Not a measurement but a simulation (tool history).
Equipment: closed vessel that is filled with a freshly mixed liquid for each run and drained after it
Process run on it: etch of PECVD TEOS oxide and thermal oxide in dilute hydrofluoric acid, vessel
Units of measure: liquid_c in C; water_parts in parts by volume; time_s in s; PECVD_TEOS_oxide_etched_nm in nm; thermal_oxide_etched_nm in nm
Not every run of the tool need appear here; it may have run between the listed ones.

run	hour	liquid_c	water_parts	time_s	PECVD_TEOS_oxide_etched_nm	thermal_oxide_etched_nm
1	0	25	110	145	18.63	7.1161
2	8.8	22	110	145	16.456	6.2608
3	13.7	21	130	125	11.303	4.2727
4	17.9	21	165	125	8.6207	3.2764
5	22.8	20	175	105	6.4118	2.4882
6	28.6	20	175	60	3.7299	1.4074
7	36.4	19.5	180	60	3.5655	1.3442
8	43.6	19	180	60	3.4613	1.3186

For run 9, what comes out?
9	48.6	18.5	180	60	?	?

Run 9 gave PECVD_TEOS_oxide_etched_nm 3.3603 nm, thermal_oxide_etched_nm 1.2689 nm.
